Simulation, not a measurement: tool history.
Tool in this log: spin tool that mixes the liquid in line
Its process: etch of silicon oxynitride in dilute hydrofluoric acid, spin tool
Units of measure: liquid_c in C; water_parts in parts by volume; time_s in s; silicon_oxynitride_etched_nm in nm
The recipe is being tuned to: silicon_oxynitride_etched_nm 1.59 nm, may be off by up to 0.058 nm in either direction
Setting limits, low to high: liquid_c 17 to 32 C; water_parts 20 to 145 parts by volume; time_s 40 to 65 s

run,hour,liquid_c,water_parts,time_s,silicon_oxynitride_etched_nm
1,0,24,80,65,1.1929
2,1.2,24.5,80,65,1.2239
3,7.1,25,80,65,1.2456
4,11.8,23.5,80,65,1.1737
5,13.2,24.5,80,65,1.2292
6,17.8,24.5,80,40,0.76104
7,18.9,25,75,40,0.81646
8,21.5,24,70,45,0.95146
9,25.3,24.5,65,45,1.0544
10,26,25,60,45,1.1711
11,34.6,25.5,60,45,1.2287
12,41.6,26,60,45,1.2289

4 candidate next runs follow, results not yet known. Just one meets every target within its allowed miss. Identify it.
A,48.6,28,80,65,?
B,48.6,26,50,45,?
C,48.6,25.5,45,40,?
D,48.6,27,65,60,?

move,silicon_oxynitride_etched_nm
A,1.4611
B,1.5207
C,1.4737
D,1.6103
A: better than the last run, though not everything is in spec
B: better than the last run, though not everything is in spec
C: better than the last run, though not everything is in spec
D: every result lands within tolerance
The move that meets every target is D.
